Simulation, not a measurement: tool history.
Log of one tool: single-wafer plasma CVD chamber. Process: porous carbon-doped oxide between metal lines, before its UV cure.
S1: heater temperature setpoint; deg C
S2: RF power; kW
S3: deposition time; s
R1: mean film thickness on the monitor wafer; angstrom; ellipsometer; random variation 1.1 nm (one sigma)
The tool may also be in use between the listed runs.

run    day   S1     S2    S3      R1
  1      0  290   0.52  40.6  2242.2
  2  0.033  290   0.52  40.6  2286.1
  3  0.342  290   0.52  40.6  2245.3
  4  0.592  282   0.52  40.6  2370.4
  5  0.883  284   0.52  40.6  2324.2
  6  1.154  273   0.52  40.6  2469.9
  7    1.5  276  0.515  40.6  2454.3
  8  1.629  279   0.51  40.6  2378.1
  9  1.912  281   0.51  40.6  2356.1

Run 10 comes next. What will it give?
 10  2.158  283  0.51  40.6   ?

R1: 2346 angstrom
